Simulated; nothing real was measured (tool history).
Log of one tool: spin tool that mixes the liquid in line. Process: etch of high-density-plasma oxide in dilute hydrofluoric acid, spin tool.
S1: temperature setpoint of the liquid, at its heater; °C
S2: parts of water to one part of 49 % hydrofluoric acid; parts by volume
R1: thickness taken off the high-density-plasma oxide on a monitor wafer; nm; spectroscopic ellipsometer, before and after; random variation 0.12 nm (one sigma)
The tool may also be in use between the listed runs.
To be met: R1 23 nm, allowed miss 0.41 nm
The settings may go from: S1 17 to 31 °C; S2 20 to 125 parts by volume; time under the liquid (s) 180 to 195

{"run": 1, "hour": 0.0, "S1": 23, "S2": 70, "time under the liquid (s)": 180, "R1": 15.94}
{"run": 2, "hour": 1.9, "S1": 24.5, "S2": 70, "time under the liquid (s)": 180, "R1": 17.003}
{"run": 3, "hour": 7.8, "S1": 22.5, "S2": 70, "time under the liquid (s)": 180, "R1": 15.61}
{"run": 4, "hour": 13.7, "S1": 24, "S2": 70, "time under the liquid (s)": 180, "R1": 16.586}
{"run": 5, "hour": 21.3, "S1": 21, "S2": 70, "time under the liquid (s)": 180, "R1": 14.663}
{"run": 6, "hour": 27.6, "S1": 21, "S2": 70, "time under the liquid (s)": 180, "R1": 14.803}
{"run": 7, "hour": 33.2, "S1": 25, "S2": 65, "time under the liquid (s)": 180, "R1": 18.586}
{"run": 8, "hour": 38.0, "S1": 26, "S2": 65, "time under the liquid (s)": 180, "R1": 19.625}
{"run": 9, "hour": 38.9, "S1": 26.5, "S2": 65, "time under the liquid (s)": 180, "R1": 20.151}
{"run": 10, "hour": 43.7, "S1": 27, "S2": 65, "time under the liquid (s)": 180, "R1": 20.269}
{"run": 11, "hour": 51.6, "S1": 27, "S2": 65, "time under the liquid (s)": 180, "R1": 20.537}

Which of these 5 next moves meets every target?
{"run": "A", "hour": 59.5, "S1": 29, "S2": 65, "time under the liquid (s)": 180, "R1": "?"}
{"run": "B", "hour": 59.5, "S1": 21.5, "S2": 45, "time under the liquid (s)": 180, "R1": "?"}
{"run": "C", "hour": 59.5, "S1": 26, "S2": 60, "time under the liquid (s)": 195, "R1": "?"}
{"run": "D", "hour": 59.5, "S1": 25.5, "S2": 60, "time under the liquid (s)": 190, "R1": "?"}
{"run": "E", "hour": 59.5, "S1": 24, "S2": 50, "time under the liquid (s)": 180, "R1": "?"}

move=A R1=21.941
move=B R1=24.02
move=C R1=23.029
move=D R1=21.991
move=E R1=23.836
A: nearer than the last run, and not there yet
B: takes the result that was furthest off past its target
C: meets every target
D: nearer than the last run, and not there yet
E: takes the result that was furthest off past its target
Answer: C
